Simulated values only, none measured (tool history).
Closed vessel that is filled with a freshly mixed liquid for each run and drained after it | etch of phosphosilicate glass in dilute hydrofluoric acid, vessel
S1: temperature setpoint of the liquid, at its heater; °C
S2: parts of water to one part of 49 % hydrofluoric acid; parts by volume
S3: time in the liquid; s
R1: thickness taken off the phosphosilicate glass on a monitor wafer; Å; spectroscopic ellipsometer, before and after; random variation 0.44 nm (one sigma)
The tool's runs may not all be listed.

Run 1, hour 0: S1 22 °C, S2 170 parts by volume, S3 100 s. Result: R1 305.23 Å.
Run 2, hour 8.7: S1 19 °C, S2 170 parts by volume, S3 100 s. Result: R1 272.9 Å.
Run 3, hour 16.9: S1 19 °C, S2 200 parts by volume, S3 100 s. Result: R1 222.66 Å.
Run 4, hour 22.2: S1 20.5 °C, S2 185 parts by volume, S3 100 s. Result: R1 264.79 Å.
Run 5, hour 30.6: S1 20.5 °C, S2 185 parts by volume, S3 100 s. Result: R1 257.47 Å.
Run 6, hour 34.2: S1 17.5 °C, S2 185 parts by volume, S3 100 s. Result: R1 233.08 Å.
Run 7, hour 41.6: S1 19.5 °C, S2 175 parts by volume, S3 100 s. Result: R1 267.61 Å.
Run 8, hour 46.3: S1 21 °C, S2 165 parts by volume, S3 100 s. Result: R1 306.6 Å.
Run 9, hour 51.3: S1 22.5 °C, S2 155 parts by volume, S3 100 s. Result: R1 340.58 Å.
Run 10, hour 59.7: S1 23.5 °C, S2 145 parts by volume, S3 100 s. Result: R1 393.13 Å.
Run 11, hour 67.7: S1 24.5 °C, S2 140 parts by volume, S3 100 s. Result: R1 422.7 Å.
Run 12, hour 68.9: S1 25.5 °C, S2 135 parts by volume, S3 100 s. Result: R1 460.45 Å.
Run 13, hour 74.5: S1 26 °C, S2 135 parts by volume, S3 100 s. Result: R1 462.69 Å.
Run 14, hour 76.3: S1 26.5 °C, S2 135 parts by volume, S3 100 s. Result: R1 477.14 Å.
Run 15, hour 79.8: S1 27 °C, S2 135 parts by volume, S3 100 s. Result: R1 480.33 Å.
Run 16, hour 81.8: S1 27.5 °C, S2 135 parts by volume, S3 100 s. Result: R1 496 Å.
Run 17, hour 84.7: S1 28 °C, S2 135 parts by volume, S3 100 s. Result: R1 502.01 Å.

The next listed run, before its measurement:
Run 18, hour 87.4: S1 28.5 °C, S2 135 parts by volume, S3 100 s. Result: R1 ?.

{"run 18": {"R1": 515.66}}
